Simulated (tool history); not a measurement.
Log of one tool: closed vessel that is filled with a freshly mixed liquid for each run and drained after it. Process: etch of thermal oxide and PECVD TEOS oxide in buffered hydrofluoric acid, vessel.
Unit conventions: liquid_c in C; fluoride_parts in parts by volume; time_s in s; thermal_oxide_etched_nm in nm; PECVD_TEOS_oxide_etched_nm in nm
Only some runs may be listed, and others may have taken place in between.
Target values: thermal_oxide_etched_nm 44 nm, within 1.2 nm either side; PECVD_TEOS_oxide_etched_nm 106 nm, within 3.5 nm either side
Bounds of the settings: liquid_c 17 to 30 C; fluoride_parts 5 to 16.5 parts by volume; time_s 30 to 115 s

| run | hour | liquid_c | fluoride_parts | time_s | thermal_oxide_etched_nm | PECVD_TEOS_oxide_etched_nm |
|---|---|---|---|---|---|---|
| 1 | 0 | 22 | 10 | 60 | 64.164 | 154.47 |
| 2 | 8.8 | 22 | 9 | 60 | 69.19 | 167.55 |
| 3 | 12.2 | 21 | 9.5 | 60 | 63.976 | 154.2 |
| 4 | 16.6 | 21 | 9.5 | 45 | 47.587 | 113.8 |
| 5 | 24 | 21 | 9.5 | 60 | 63.523 | 151.85 |
| 6 | 30.6 | 20 | 10 | 60 | 58.184 | 138.96 |
| 7 | 37.3 | 19.5 | 10.5 | 60 | 54.083 | 130.84 |
| 8 | 42.1 | 19 | 10.5 | 60 | 52.476 | 126.8 |
| 9 | 46.6 | 18.5 | 10.5 | 60 | 50.812 | 122.02 |

Exactly one of the 4 candidate moves below puts every result within its allowed miss. Which one?
| A | 51.1 | 17 | 9 | 50 | ? | ? |
| B | 51.1 | 19 | 13 | 65 | ? | ? |
| C | 51.1 | 19.5 | 11 | 70 | ? | ? |
| D | 51.1 | 19 | 8.5 | 45 | ? | ? |

| move | thermal_oxide_etched_nm | PECVD_TEOS_oxide_etched_nm |
|---|---|---|
| A | 43.577 | 106.16 |
| B | 45.955 | 111.96 |
| C | 59.94 | 146.03 |
| D | 46.746 | 113.88 |
A: every result within its allowed miss
B: gains on the last run, yet a result remains outside its allowed miss
C: the biggest miss grows against the last run
D: gains on the last run, yet a result remains outside its allowed miss
Move A is the one to make.
